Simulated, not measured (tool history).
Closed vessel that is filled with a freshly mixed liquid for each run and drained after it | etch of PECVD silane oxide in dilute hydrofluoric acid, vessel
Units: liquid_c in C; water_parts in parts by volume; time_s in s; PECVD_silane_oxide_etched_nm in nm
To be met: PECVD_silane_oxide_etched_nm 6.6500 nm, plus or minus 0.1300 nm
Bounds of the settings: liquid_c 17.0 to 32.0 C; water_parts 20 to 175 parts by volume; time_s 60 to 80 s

| run | hour | liquid_c | water_parts | time_s | PECVD_silane_oxide_etched_nm |
|---|---|---|---|---|---|
| 1 | 0.0 | 24.0 | 95 | 80 | 12.1420 |
| 2 | 5.3 | 23.0 | 100 | 80 | 10.9500 |
| 3 | 12.3 | 22.5 | 105 | 80 | 10.1950 |
| 4 | 13.5 | 22.5 | 85 | 80 | 12.8810 |
| 5 | 19.8 | 22.0 | 90 | 80 | 11.8420 |
| 6 | 22.9 | 21.5 | 95 | 80 | 10.9260 |
| 7 | 31.2 | 21.0 | 100 | 80 | 10.1500 |
| 8 | 39.7 | 20.5 | 105 | 80 | 9.4104 |

Which single option among these 4 for the next run brings every result within its allowed miss of target? Just one does.
| A | 48.2 | 19.0 | 100 | 60 | ? |
| B | 48.2 | 21.5 | 120 | 60 | ? |
| C | 48.2 | 19.0 | 105 | 60 | ? |
| D | 48.2 | 19.0 | 130 | 80 | ? |

| move | PECVD_silane_oxide_etched_nm |
|---|---|
| A | 6.9792 |
| B | 6.2982 |
| C | 6.6109 |
| D | 6.9328 |
A: gains on the last run, yet a result remains outside its allowed miss
B: takes the biggest miss from the last run beyond its target
C: all results in spec
D: gains on the last run, yet a result remains outside its allowed miss
The right move is C.

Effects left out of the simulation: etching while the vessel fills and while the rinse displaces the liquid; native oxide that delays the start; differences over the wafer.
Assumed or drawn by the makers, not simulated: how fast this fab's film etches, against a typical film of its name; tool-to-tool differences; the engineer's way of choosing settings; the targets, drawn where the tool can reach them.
